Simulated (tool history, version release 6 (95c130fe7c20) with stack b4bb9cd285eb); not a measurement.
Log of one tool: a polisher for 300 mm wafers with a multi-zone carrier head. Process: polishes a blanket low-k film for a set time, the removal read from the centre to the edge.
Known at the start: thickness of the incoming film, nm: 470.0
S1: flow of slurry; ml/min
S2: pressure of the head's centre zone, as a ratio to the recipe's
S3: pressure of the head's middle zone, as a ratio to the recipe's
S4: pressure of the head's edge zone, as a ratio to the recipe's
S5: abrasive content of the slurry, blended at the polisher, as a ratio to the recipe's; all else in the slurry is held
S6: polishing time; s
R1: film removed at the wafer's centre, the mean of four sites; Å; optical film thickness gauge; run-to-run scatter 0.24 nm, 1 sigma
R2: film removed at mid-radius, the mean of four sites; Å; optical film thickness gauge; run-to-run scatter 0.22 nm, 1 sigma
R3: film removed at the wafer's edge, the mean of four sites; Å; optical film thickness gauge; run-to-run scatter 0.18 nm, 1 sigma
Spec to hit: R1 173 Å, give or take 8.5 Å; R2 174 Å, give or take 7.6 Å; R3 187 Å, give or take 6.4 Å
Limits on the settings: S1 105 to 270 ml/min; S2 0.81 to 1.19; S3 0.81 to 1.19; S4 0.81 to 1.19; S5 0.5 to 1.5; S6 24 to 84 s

run  hour   S1    S2    S3    S4    S5  S6      R1      R2      R3
  1     0  175     1     1     1     1  54  247.77  242.26  242.32
  2     5  175     1  0.97     1     1  54  246.81  237.24  243.72
  3  12.2  175     1  0.91     1     1  54  243.05  228.57  246.71
  4  17.4  175  0.94  0.91     1     1  54  226.01  229.08  243.92
  5  18.2  170  0.94   0.9  0.98   0.9  54  212.22  207.28  230.43
  6  20.3  170  0.94   0.9   0.9   0.9  54  218.95  214.12  219.37
  7  23.7  140  0.85  0.82  0.87  0.65  53   148.9  150.07  169.51
  8  26.7  150  0.86  0.83  0.87  0.65  53  151.77  154.09  170.03
  9    28  160  0.87  0.84  0.88  0.65  53  154.11  157.38  171.09
 10  31.3  160  0.88  0.85  0.89  0.65  53  156.99  156.86  171.81
 11  39.9  160  0.88  0.85  0.89  0.65  53  156.45  158.72  169.24
 12  47.5  160  0.89  0.86   0.9  0.65  53  161.65  157.77  171.04
 13  53.2  200  0.87  0.93  0.97   0.7  53  172.83  184.34  192.75

Exercise: of the 4 proposed moves below, exactly one satisfies all targets within the stated allowed misses. Which move is it?
  A  58.9  210  0.87     1  0.89   0.7  53   ?   ?   ?
  B  58.9  205  0.93  0.92  0.97   0.9  43   ?   ?   ?
  C  58.9  200  0.83  0.91  0.97  0.75  49   ?   ?   ?
  D  58.9  210  0.89  0.88  1.11  0.85  46   ?   ?   ?

move      R1      R2      R3
   A  171.16  193.26  185.16
   B  174.61  171.97  183.54
   C  157.32  172.37  185.73
   D  173.14  171.78  201.86
A: the biggest miss grows against the last run
B: every result lands within tolerance
C: gets the furthest-off result to its target, but another result is out of tolerance
D: gets the furthest-off result to its target, but another result is out of tolerance
Answer: B
